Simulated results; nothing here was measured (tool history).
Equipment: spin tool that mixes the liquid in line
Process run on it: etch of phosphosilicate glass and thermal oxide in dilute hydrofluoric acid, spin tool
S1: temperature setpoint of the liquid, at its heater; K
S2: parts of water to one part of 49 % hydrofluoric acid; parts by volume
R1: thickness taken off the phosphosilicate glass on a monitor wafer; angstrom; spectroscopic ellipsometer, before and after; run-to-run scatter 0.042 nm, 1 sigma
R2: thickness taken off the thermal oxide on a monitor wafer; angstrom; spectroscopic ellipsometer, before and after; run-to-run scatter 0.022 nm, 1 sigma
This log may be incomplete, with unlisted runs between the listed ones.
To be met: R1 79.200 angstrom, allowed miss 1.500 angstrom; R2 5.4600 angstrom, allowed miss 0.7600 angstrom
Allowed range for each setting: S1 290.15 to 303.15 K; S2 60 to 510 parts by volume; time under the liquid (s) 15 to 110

run 1 day=0.000 | S1=295.15 S2=285 time_under_the_liquid_(s)=55 | R1=98.431 R2=6.9170
run 2 day=0.354 | S1=294.15 S2=285 time_under_the_liquid_(s)=55 | R1=94.443 R2=6.3843
run 3 day=0.712 | S1=296.65 S2=285 time_under_the_liquid_(s)=55 | R1=103.400 R2=6.8894
run 4 day=0.908 | S1=296.65 S2=355 time_under_the_liquid_(s)=55 | R1=77.307 R2=5.4114
run 5 day=1.262 | S1=299.65 S2=355 time_under_the_liquid_(s)=55 | R1=85.911 R2=6.0890
run 6 day=1.512 | S1=299.15 S2=355 time_under_the_liquid_(s)=55 | R1=84.351 R2=5.8156
run 7 day=1.804 | S1=298.65 S2=355 time_under_the_liquid_(s)=55 | R1=82.883 R2=5.5454
run 8 day=2.033 | S1=298.65 S2=355 time_under_the_liquid_(s)=55 | R1=82.710 R2=5.5399
run 9 day=2.300 | S1=298.15 S2=355 time_under_the_liquid_(s)=55 | R1=80.922 R2=5.7786

Which of these 4 next moves meets every target?
run A day=2.567 | S1=294.65 S2=300 time_under_the_liquid_(s)=50 | R1=? R2=?
run B day=2.567 | S1=300.15 S2=255 time_under_the_liquid_(s)=35 | R1=? R2=?
run C day=2.567 | S1=296.65 S2=325 time_under_the_liquid_(s)=50 | R1=? R2=?
run D day=2.567 | S1=299.15 S2=480 time_under_the_liquid_(s)=85 | R1=? R2=?

move=A R1=81.972 R2=5.7886
move=B R1=85.653 R2=6.0486
move=C R1=79.306 R2=5.6004
move=D R1=86.028 R2=6.0750
A: misses by more than the last run did
B: misses by more than the last run did
C: all results in spec
D: misses by more than the last run did
Go with C: it meets all targets.

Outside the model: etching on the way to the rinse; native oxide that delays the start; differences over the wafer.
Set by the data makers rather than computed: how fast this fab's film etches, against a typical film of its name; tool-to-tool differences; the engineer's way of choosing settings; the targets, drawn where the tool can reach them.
